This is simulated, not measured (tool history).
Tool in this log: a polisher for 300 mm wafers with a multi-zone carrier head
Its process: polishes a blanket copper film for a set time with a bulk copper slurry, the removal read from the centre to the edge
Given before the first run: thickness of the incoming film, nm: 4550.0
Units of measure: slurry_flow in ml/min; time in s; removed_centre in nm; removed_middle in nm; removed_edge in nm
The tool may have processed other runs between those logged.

{"run": 1, "hour": 0.0, "slurry_flow": 265, "centre_zone": 1.0, "middle_zone": 1.0, "edge_zone": 1.0, "slurry_solids": 1.0, "time": 88, "removed_centre": 1151.5, "removed_middle": 1111.4, "removed_edge": 1110.5}
{"run": 2, "hour": 3.4, "slurry_flow": 265, "centre_zone": 1.0, "middle_zone": 1.0, "edge_zone": 1.0, "slurry_solids": 1.1, "time": 88, "removed_centre": 1168.9, "removed_middle": 1131.5, "removed_edge": 1123.8}
{"run": 3, "hour": 5.4, "slurry_flow": 265, "centre_zone": 1.0, "middle_zone": 1.0, "edge_zone": 1.0, "slurry_solids": 1.1, "time": 75, "removed_centre": 978.71, "removed_middle": 974.84, "removed_edge": 962.48}
{"run": 4, "hour": 10.3, "slurry_flow": 265, "centre_zone": 1.0, "middle_zone": 1.04, "edge_zone": 1.0, "slurry_solids": 1.1, "time": 75, "removed_centre": 988.8, "removed_middle": 987.86, "removed_edge": 970.2}
{"run": 5, "hour": 15.4, "slurry_flow": 275, "centre_zone": 1.04, "middle_zone": 1.05, "edge_zone": 1.04, "slurry_solids": 1.2, "time": 76, "removed_centre": 1072.7, "removed_middle": 1049.7, "removed_edge": 1013.7}
{"run": 6, "hour": 19.2, "slurry_flow": 280, "centre_zone": 1.06, "middle_zone": 1.02, "edge_zone": 1.08, "slurry_solids": 1.25, "time": 77, "removed_centre": 1113.1, "removed_middle": 1022.8, "removed_edge": 1055.0}
{"run": 7, "hour": 27.2, "slurry_flow": 330, "centre_zone": 1.15, "middle_zone": 1.08, "edge_zone": 1.18, "slurry_solids": 1.5, "time": 79, "removed_centre": 1258.0, "removed_middle": 1173.5, "removed_edge": 1159.6}

Estimate the outcome of run 8 from the log above:
{"run": 8, "hour": 33.9, "slurry_flow": 330, "centre_zone": 1.15, "middle_zone": 1.06, "edge_zone": 1.18, "slurry_solids": 1.5, "time": 80, "removed_centre": "?", "removed_middle": "?", "removed_edge": "?"}

removed_centre: 1286.80 nm
removed_middle: 1170.20 nm
removed_edge: 1194.60 nm

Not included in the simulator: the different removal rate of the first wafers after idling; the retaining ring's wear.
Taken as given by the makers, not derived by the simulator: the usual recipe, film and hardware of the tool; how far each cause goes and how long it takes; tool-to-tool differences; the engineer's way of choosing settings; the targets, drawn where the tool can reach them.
